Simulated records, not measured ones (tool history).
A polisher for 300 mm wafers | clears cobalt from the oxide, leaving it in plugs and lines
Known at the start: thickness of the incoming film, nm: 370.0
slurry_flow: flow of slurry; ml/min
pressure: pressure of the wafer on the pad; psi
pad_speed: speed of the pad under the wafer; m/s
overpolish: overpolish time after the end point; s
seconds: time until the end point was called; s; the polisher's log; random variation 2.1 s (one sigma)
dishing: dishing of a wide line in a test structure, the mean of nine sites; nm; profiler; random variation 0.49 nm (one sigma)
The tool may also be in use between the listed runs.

{"run": 1, "hour": 0.0, "slurry_flow": 140, "pressure": 2.1, "pad_speed": 1.2, "overpolish": 23, "seconds": 68.741, "dishing": 41.909}
{"run": 2, "hour": 7.1, "slurry_flow": 160, "pressure": 2.1, "pad_speed": 1.2, "overpolish": 23, "seconds": 66.952, "dishing": 42.492}
{"run": 3, "hour": 8.5, "slurry_flow": 190, "pressure": 2.1, "pad_speed": 1.2, "overpolish": 23, "seconds": 65.85, "dishing": 42.544}
{"run": 4, "hour": 12.5, "slurry_flow": 190, "pressure": 1.9, "pad_speed": 1.2, "overpolish": 23, "seconds": 68.656, "dishing": 40.669}
{"run": 5, "hour": 19.1, "slurry_flow": 190, "pressure": 1.9, "pad_speed": 1.2, "overpolish": 29, "seconds": 72.223, "dishing": 42.958}
{"run": 6, "hour": 24.8, "slurry_flow": 190, "pressure": 1.9, "pad_speed": 1.02, "overpolish": 29, "seconds": 82.613, "dishing": 42.039}
{"run": 7, "hour": 30.8, "slurry_flow": 190, "pressure": 1.7, "pad_speed": 0.98, "overpolish": 27, "seconds": 90.616, "dishing": 40.944}
{"run": 8, "hour": 36.5, "slurry_flow": 190, "pressure": 1.6, "pad_speed": 0.92, "overpolish": 24, "seconds": 99.085, "dishing": 38.171}
{"run": 9, "hour": 41.4, "slurry_flow": 190, "pressure": 1.6, "pad_speed": 0.92, "overpolish": 24, "seconds": 97.113, "dishing": 37.245}

Run 10 comes next. What will it give?
{"run": 10, "hour": 47.8, "slurry_flow": 190, "pressure": 1.5, "pad_speed": 0.9, "overpolish": 24, "seconds": "?", "dishing": "?"}

seconds: 105.130 s
dishing: 36.785 nm
